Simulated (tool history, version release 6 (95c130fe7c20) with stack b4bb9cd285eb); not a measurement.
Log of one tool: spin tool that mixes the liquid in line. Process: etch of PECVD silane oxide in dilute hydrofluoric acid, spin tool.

run  hour  temperature setpoint of the liquid (K)  parts of water to one part of 49 % hydrofluoric acid (parts by volume)  time under the liquid (s)  thickness taken off the PECVD silane oxide on a monitor wafer (Å)
  1     0                                  296.15                                                                      65                         85                                                             452.79
  2   7.6                                  296.15                                                                      80                         85                                                             358.38
  3   8.9                                  296.15                                                                      60                         85                                                             493.84
  4  12.1                                  294.65                                                                      60                         85                                                              463.8
  5  16.1                                  294.65                                                                      40                         85                                                             713.57
  6  24.3                                  293.65                                                                      45                         85                                                             603.93
  7  30.7                                  293.65                                                                      45                         85                                                             603.24
     36.9  -- thermometer replaced
  8  36.9                                  292.65                                                                      50                         85                                                             491.61
  9  44.4                                  292.15                                                                      50                         85                                                             478.54

The next listed run, before its measurement:
 10  53.1                                  291.65                                                                      50                         85                                                                  ?

Run 10 gave thickness taken off the PECVD silane oxide on a monitor wafer (Å) 472.05.

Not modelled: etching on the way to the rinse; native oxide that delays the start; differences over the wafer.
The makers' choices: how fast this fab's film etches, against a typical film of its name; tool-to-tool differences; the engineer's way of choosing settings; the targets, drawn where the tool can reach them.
